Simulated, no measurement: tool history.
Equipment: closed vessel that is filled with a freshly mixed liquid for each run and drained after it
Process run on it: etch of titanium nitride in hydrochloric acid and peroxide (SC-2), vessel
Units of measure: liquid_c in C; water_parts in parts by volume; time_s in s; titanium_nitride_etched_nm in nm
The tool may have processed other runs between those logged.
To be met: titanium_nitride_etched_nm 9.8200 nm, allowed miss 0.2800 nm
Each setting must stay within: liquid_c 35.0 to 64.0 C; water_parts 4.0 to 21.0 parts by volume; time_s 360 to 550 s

run,day,liquid_c,water_parts,time_s,titanium_nitride_etched_nm
1,0.000,48.0,11.5,550,5.3672
2,0.138,51.0,11.5,550,6.6348
3,0.288,51.0,11.5,550,6.6815
4,0.392,52.5,11.5,550,7.3258
5,0.667,52.5,11.5,360,4.7623
6,1.054,52.5,9.5,360,5.5874
7,1.150,56.0,9.0,360,7.4496
8,1.412,57.5,9.0,360,8.1516
9,1.717,61.0,9.0,360,10.1740

Exercise: of the 4 proposed moves below, exactly one satisfies all targets within the stated allowed misses. Which move is it?
A,2.021,60.0,12.5,465,?
B,2.021,57.5,11.5,490,?
C,2.021,61.5,11.0,365,?
D,2.021,48.5,5.5,535,?

move,titanium_nitride_etched_nm
A,9.4639
B,9.1334
C,9.1068
D,9.9071
A: pushes the last run's worst result past its target
B: pushes the last run's worst result past its target
C: pushes the last run's worst result past its target
D: every result lands within tolerance
Answer: D
